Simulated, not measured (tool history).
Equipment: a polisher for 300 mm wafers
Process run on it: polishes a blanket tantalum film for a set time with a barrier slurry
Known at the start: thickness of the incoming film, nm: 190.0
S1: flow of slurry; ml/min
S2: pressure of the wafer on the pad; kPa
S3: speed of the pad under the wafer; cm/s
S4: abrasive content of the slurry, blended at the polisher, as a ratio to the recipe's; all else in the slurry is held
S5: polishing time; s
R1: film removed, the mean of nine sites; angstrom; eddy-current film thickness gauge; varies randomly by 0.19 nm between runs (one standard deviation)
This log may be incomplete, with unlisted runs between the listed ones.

run 1 day=0.000 | S1=125 S2=8.3 S3=90 S4=1.0 S5=30 | R1=307.76
run 2 day=0.333 | S1=155 S2=8.3 S3=90 S4=1.0 S5=30 | R1=327.43
run 3 day=0.612 | S1=150 S2=7.6 S3=90 S4=1.0 S5=30 | R1=295.85
run 4 day=0.958 | S1=150 S2=7.6 S3=108 S4=1.0 S5=30 | R1=349.50
run 5 day=1.079 | S1=135 S2=7.6 S3=108 S4=1.0 S5=30 | R1=345.13
run 6 day=1.283 | S1=145 S2=7.6 S3=108 S4=1.0 S5=30 | R1=350.13
run 7 day=1.479 | S1=140 S2=6.9 S3=106 S4=1.0 S5=30 | R1=318.74
run 8 day=1.554 | S1=135 S2=6.2 S3=104 S4=1.0 S5=30 | R1=281.58

The next listed run, before its measurement:
run 9 day=1.704 | S1=130 S2=6.2 S3=102 S4=1.0 S5=30 | R1=?

R1: 278.09 angstrom
